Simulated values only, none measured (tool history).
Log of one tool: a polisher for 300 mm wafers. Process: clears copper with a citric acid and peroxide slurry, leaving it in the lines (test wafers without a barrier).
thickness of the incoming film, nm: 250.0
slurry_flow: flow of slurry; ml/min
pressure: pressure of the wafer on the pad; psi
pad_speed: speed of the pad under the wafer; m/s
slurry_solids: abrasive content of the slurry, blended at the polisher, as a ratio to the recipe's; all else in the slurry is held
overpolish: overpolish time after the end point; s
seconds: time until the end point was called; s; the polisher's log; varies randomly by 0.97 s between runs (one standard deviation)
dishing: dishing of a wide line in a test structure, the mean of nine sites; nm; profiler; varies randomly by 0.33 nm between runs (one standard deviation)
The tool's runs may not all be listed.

{"run": 1, "day": 0.0, "slurry_flow": 120, "pressure": 3.2, "pad_speed": 1.1, "slurry_solids": 1, "overpolish": 28, "seconds": 101.37, "dishing": 39.565}
{"run": 2, "day": 0.171, "slurry_flow": 125, "pressure": 2.9, "pad_speed": 1.24, "slurry_solids": 1, "overpolish": 22, "seconds": 100.99, "dishing": 33.757}
{"run": 3, "day": 0.521, "slurry_flow": 105, "pressure": 3, "pad_speed": 1.24, "slurry_solids": 1.15, "overpolish": 18, "seconds": 98.851, "dishing": 28.159}
{"run": 4, "day": 0.762, "slurry_flow": 95, "pressure": 3.1, "pad_speed": 1.28, "slurry_solids": 1.25, "overpolish": 15, "seconds": 97.659, "dishing": 25.27}
{"run": 5, "day": 0.962, "slurry_flow": 85, "pressure": 3.1, "pad_speed": 1.34, "slurry_solids": 1.35, "overpolish": 13, "seconds": 94.07, "dishing": 23.172}
{"run": 6, "day": 1.204, "slurry_flow": 80, "pressure": 2.9, "pad_speed": 1.46, "slurry_solids": 1.4, "overpolish": 11, "seconds": 95.24, "dishing": 19.569}
{"run": 7, "day": 1.396, "slurry_flow": 75, "pressure": 2.9, "pad_speed": 1.54, "slurry_solids": 1.45, "overpolish": 10, "seconds": 94.378, "dishing": 18.443}
{"run": 8, "day": 1.658, "slurry_flow": 75, "pressure": 2.9, "pad_speed": 1.6, "slurry_solids": 1.45, "overpolish": 9, "seconds": 91.288, "dishing": 16.747}
{"run": 9, "day": 1.721, "slurry_flow": 80, "pressure": 2.9, "pad_speed": 1.62, "slurry_solids": 1.45, "overpolish": 9, "seconds": 86.801, "dishing": 16.735}
{"run": 10, "day": 1.979, "slurry_flow": 85, "pressure": 2.9, "pad_speed": 1.62, "slurry_solids": 1.45, "overpolish": 9, "seconds": 82.972, "dishing": 18.193}

Estimate the outcome of run 11 from the log above:
{"run": 11, "day": 2.058, "slurry_flow": 85, "pressure": 2.9, "pad_speed": 1.64, "slurry_solids": 1.45, "overpolish": 9, "seconds": "?", "dishing": "?"}

For run 11 the tool returned seconds 85.344 s, dishing 17.995 nm.
